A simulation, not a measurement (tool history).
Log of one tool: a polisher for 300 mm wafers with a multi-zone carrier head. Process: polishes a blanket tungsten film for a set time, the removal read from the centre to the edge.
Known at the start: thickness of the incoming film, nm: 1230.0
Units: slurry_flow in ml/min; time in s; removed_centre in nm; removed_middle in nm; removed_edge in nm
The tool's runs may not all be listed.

run    day  slurry_flow  centre_zone  middle_zone  edge_zone  slurry_solids  time  removed_centre  removed_middle  removed_edge
  1      0          230            1            1          1              1    32          228.74          228.03        232.32
  2  0.254          230            1            1          1            0.9    32          225.59          220.87        227.44
  3  0.479          230            1            1          1              1    32          228.49          230.38        230.38
  4  0.733          230         0.93            1          1              1    32          207.85          231.09        228.02
  5  0.967          230         0.93            1          1           0.95    32          206.08          221.68        230.89
  6  1.062          235         0.97         0.95       1.04              1    35           240.3          238.82        258.19
  7  1.404          240            1         0.91       1.08            1.1    36          258.81           243.5        275.86
  8  1.667          245         1.03         0.89       1.11            1.2    37          290.49          255.62        297.22

The next listed run, before its measurement:
  9  1.95          250         1.04         0.88       1.13           1.25    37               ?               ?             ?

Run 9 gave removed_centre 294.8 nm, removed_middle 256.94 nm, removed_edge 307.08 nm.
